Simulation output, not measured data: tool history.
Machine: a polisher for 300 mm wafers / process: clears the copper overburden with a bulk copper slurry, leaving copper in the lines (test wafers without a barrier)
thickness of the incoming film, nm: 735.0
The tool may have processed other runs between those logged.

| run | hour | flow of slurry (ml/min) | pressure of the wafer on the pad (kPa) | speed of the pad under the wafer (m/s) | abrasive content of the slurry | overpolish time after the end point (s) | time until the end point was called (s) | dishing of a wide line in a test structure (nm) |
|---|---|---|---|---|---|---|---|---|
| 1 | 0.0 | 305 | 23.4 | 0.84 | 1.0 | 18 | 103.08 | 83.887 |
| 2 | 5.0 | 265 | 23.4 | 0.84 | 1.0 | 18 | 104.62 | 80.799 |
| 3 | 9.9 | 265 | 23.4 | 0.84 | 1.0 | 21 | 105.95 | 89.350 |
| 4 | 18.9 | 205 | 23.4 | 0.84 | 1.0 | 21 | 106.50 | 93.014 |
| 5 | 20.5 | 250 | 23.4 | 0.84 | 1.0 | 21 | 104.64 | 91.186 |
|  | 29.3 | slurry blender recalibrated |
| 6 | 29.3 | 250 | 23.4 | 0.84 | 0.8 | 21 | 103.39 | 90.249 |
| 7 | 32.4 | 245 | 19.3 | 0.76 | 0.8 | 24 | 139.57 | 79.052 |

Run 8, settings as shown, results not yet in. Your forecast:
| 8 | 37.8 | 245 | 16.5 | 0.72 | 0.8 | 26 | ? | ? |

{"run 8": {"time until the end point was called (s)": 164.9, "dishing of a wide line in a test structure (nm)": 73.12}}
